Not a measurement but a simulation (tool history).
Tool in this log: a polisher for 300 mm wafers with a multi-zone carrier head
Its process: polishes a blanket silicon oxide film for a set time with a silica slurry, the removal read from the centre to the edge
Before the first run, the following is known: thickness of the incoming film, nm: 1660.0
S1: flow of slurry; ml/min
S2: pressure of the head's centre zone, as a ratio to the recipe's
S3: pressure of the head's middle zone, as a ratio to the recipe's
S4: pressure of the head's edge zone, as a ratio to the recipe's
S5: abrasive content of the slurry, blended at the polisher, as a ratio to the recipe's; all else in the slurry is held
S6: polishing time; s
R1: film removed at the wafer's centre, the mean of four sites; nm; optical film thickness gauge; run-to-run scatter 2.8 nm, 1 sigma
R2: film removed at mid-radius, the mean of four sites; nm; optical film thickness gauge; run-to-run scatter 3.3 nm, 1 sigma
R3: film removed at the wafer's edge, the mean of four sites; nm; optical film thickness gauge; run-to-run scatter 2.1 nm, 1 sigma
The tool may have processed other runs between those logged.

run	hour	S1	S2	S3	S4	S5	S6	R1	R2	R3
1	0.0	230	1.00	1.00	1.00	1.00	83	392.53	389.14	397.36
2	4.1	230	1.00	0.99	0.99	0.95	81	379.98	381.86	373.27
3	6.5	230	0.93	0.99	0.99	0.95	81	353.60	367.25	376.88
4	10.1	260	0.93	0.99	0.99	0.95	81	364.56	375.68	380.12
5	11.2	260	0.86	0.99	0.99	0.95	81	329.99	374.65	380.17
6	14.6	260	0.87	0.97	0.98	0.90	79	317.01	355.69	358.23
7	16.1	260	0.89	0.95	0.98	0.85	77	311.96	326.50	337.01

Run 8 has not been measured yet. What should we expect?
8	23.8	240	0.93	0.87	0.88	0.60	67	?	?	?

{"run 8": {"R1": 236.42, "R2": 231.9, "R3": 236.03}}

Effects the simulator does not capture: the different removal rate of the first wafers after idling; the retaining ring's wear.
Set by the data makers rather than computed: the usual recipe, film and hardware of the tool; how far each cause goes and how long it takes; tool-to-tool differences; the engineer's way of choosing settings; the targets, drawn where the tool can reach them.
